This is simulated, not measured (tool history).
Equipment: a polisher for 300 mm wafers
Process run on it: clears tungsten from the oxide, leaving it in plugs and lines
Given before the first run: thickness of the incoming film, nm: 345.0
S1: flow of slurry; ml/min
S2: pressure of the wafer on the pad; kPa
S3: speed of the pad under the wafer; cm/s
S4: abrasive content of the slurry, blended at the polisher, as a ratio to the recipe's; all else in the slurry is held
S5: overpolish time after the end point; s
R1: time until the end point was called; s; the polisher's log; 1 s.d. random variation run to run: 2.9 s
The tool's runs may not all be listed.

Run 1, hour 0.0: S1 270 ml/min, S2 21.4 kPa, S3 96 cm/s, S4 1.0, S5 8 s. Result: R1 116.72 s.
Run 2, hour 3.6: S1 270 ml/min, S2 16.5 kPa, S3 96 cm/s, S4 1.0, S5 8 s. Result: R1 146.68 s.
Run 3, hour 10.5: S1 325 ml/min, S2 16.5 kPa, S3 96 cm/s, S4 1.0, S5 8 s. Result: R1 139.73 s.
Run 4, hour 13.9: S1 325 ml/min, S2 16.5 kPa, S3 112 cm/s, S4 1.0, S5 8 s. Result: R1 122.15 s.
At hour 18.1: head pressure recalibrated.
Run 5, hour 18.1: S1 325 ml/min, S2 14.5 kPa, S3 110 cm/s, S4 1.0, S5 8 s. Result: R1 126.23 s.
Run 6, hour 24.4: S1 325 ml/min, S2 14.5 kPa, S3 110 cm/s, S4 1.0, S5 6 s. Result: R1 126.70 s.
Run 7, hour 32.3: S1 320 ml/min, S2 9.7 kPa, S3 98 cm/s, S4 1.0, S5 6 s. Result: R1 210.35 s.
Run 8, hour 34.8: S1 325 ml/min, S2 10.3 kPa, S3 98 cm/s, S4 1.0, S5 6 s. Result: R1 200.12 s.

Run 9, settings as shown, results not yet in. Your forecast:
Run 9, hour 40.2: S1 325 ml/min, S2 11.0 kPa, S3 98 cm/s, S4 1.0, S5 6 s. Result: R1 ?.

Run 9 yielded R1 190.90 s.
